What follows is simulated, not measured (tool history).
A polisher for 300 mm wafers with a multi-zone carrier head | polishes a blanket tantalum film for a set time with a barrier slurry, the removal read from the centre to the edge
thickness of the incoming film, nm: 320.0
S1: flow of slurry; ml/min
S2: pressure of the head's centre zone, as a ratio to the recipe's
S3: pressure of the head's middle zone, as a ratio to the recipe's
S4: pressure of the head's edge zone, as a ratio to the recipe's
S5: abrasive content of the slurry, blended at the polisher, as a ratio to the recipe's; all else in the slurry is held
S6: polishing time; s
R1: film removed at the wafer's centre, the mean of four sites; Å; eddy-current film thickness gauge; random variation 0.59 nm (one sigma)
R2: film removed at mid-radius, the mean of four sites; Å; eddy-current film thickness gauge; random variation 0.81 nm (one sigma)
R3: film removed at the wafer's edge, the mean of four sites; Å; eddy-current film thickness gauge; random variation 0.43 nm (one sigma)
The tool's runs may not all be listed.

run 1 day=0 | S1=150 S2=1 S3=1 S4=1 S5=1 S6=60 | R1=1151.8 R2=1168.4 R3=1155.6
run 2 day=0.096 | S1=150 S2=1 S3=1 S4=1.05 S5=1 S6=60 | R1=1146.4 R2=1156.5 R3=1190.1
run 3 day=0.438 | S1=150 S2=0.97 S3=1 S4=1.05 S5=1 S6=60 | R1=1112.8 R2=1171.4 R3=1192
run 4 day=0.5 | S1=150 S2=0.97 S3=1 S4=1.02 S5=0.9 S6=56 | R1=1002.5 R2=1042.5 R3=1051.1
run 5 day=0.788 | S1=150 S2=0.97 S3=1.04 S4=1.02 S5=0.9 S6=56 | R1=1005.7 R2=1038.9 R3=1049.7
run 6 day=1.025 | S1=145 S2=0.97 S3=1.05 S4=0.99 S5=0.85 S6=54 | R1=931.16 R2=1003.8 R3=963.53
run 7 day=1.342 | S1=145 S2=0.98 S3=1.04 S4=0.97 S5=0.8 S6=52 | R1=873.02 R2=935.03 R3=892.72
run 8 day=1.408 | S1=140 S2=0.99 S3=1.02 S4=0.95 S5=0.75 S6=51 | R1=835.04 R2=858.82 R3=842.14
run 9 day=1.442 | S1=135 S2=1.01 S3=1.05 S4=0.85 S5=0.5 S6=40 | R1=486.14 R2=491.73 R3=449.06
run 10 day=1.608 | S1=145 S2=1.01 S3=1.05 S4=0.87 S5=0.5 S6=40 | R1=491.95 R2=492.1 R3=463.56
run 11 day=1.771 | S1=145 S2=1.03 S3=1.07 S4=0.9 S5=0.5 S6=40 | R1=498.88 R2=510.75 R3=475.33
run 12 day=2.1 | S1=145 S2=1.05 S3=1.08 S4=0.92 S5=0.55 S6=40 | R1=566.27 R2=551.35 R3=520.16
run 13 day=2.454 | S1=145 S2=1.05 S3=1.1 S4=0.94 S5=0.55 S6=40 | R1=552.41 R2=577.77 R3=527.46

Run 14 comes next. What will it give?
run 14 day=2.479 | S1=145 S2=1.07 S3=1.11 S4=0.96 S5=0.55 S6=40 | R1=? R2=? R3=?

{"run 14": {"R1": 561.91, "R2": 579.49, "R3": 533.11}}
